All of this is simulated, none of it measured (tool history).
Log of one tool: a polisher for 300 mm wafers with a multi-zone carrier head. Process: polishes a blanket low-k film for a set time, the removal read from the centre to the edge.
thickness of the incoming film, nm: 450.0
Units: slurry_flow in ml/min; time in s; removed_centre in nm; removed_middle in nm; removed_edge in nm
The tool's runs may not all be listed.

run  hour  slurry_flow  centre_zone  middle_zone  edge_zone  slurry_solids  time  removed_centre  removed_middle  removed_edge
  1   0.0          175         1.00         1.00       1.00            1.0    88          46.383          48.975        49.825
  2   0.9          160         1.01         0.96       1.00            1.0    88          45.732          46.763        48.901
  3   5.4          150         1.02         0.92       1.01            1.0    88          45.533          44.976        48.836
  4   7.8          110         1.02         0.92       1.01            1.0    88          41.210          41.592        46.192
  5  14.9          110         1.02         0.92       1.05            1.0    88          41.829          41.842        46.679
  6  18.6          110         1.02         0.92       0.98            1.0    88          41.183          41.313        44.877
     27.1  -- centre zone pressure recalibrated
  7  27.1          115         1.03         0.90       1.00            1.0    88          44.828          41.438        46.068

Run 8 comes next. What will it give?
  8  35.9          105         0.97         0.86       1.08            1.0    88               ?               ?             ?

removed_centre: 41.329 nm
removed_middle: 39.153 nm
removed_edge: 48.504 nm
